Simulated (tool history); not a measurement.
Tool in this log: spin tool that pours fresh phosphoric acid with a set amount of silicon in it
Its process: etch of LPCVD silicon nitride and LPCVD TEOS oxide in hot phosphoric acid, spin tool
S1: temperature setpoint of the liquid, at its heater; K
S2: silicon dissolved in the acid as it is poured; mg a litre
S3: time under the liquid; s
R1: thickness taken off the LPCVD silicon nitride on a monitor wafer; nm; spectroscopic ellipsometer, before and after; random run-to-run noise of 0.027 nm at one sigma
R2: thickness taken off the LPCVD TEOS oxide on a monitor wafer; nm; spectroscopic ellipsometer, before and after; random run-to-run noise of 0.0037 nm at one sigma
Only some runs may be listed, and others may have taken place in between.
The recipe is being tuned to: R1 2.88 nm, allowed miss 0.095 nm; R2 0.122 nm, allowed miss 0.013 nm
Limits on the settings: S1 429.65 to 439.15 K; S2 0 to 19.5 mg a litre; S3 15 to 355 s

run    day      S1   S2   S3      R1        R2
  1      0  434.15  8.5  180  16.855   0.77123
  2  0.275  434.15  8.5  105  9.8798   0.44101
  3  0.446  434.15  8.5  150  14.208   0.63536
  4  0.479  434.15  8.5   85  7.8962    0.3614
  5  0.817  433.65  9.5   75  6.8813   0.28502
  6  0.912  433.15  9.5   65  5.9198   0.25408
  7  1.212  432.65    9   60  5.3964   0.22894
  8  1.292  430.15  3.5   15  1.2319  0.051397
  9  1.408  430.65    4   15  1.2424  0.054568
 10  1.508  431.15  4.5   15  1.2697  0.057114
 11  1.692  431.65    5   15  1.2984  0.054979
 12  1.804  432.15    6   15  1.3013  0.056454
 13  2.088  432.65    9  105   9.456   0.41935
 14  2.425  432.65    8  105  9.3452   0.40982
 15  2.625  430.15  2.5   15  1.2336  0.053418
 16  2.988  431.15  4.5   15  1.2687  0.055962
 17    3.3  431.65  5.5   15  1.3103  0.054263
 18  3.558  431.65  6.5   15  1.2934  0.054938
 19  3.917  432.65    8   15  1.3662  0.056652
 20  4.229  432.65  9.5   15  1.3413  0.056825
 21  4.562  433.65   10   20    1.86  0.080727

4 next moves are on the table. One of them brings every result within its allowed miss. Which?
  A  4.896  435.15  12.5  30   ?   ?
  B  4.896  433.65    18  15   ?   ?
  C  4.896  432.15    11  35   ?   ?
  D  4.896  432.15  10.5  35   ?   ?

move      R1        R2
   A  2.9177    0.1203
   B  1.3876  0.046886
   C  3.0784    0.1164
   D  3.0784   0.11772
A: hits every target within its allowed miss
B: further off than the last run
C: the result that was furthest off in the last run now lies on the other side of its target
D: the result that was furthest off in the last run now lies on the other side of its target
Correct choice: A, which meets every target
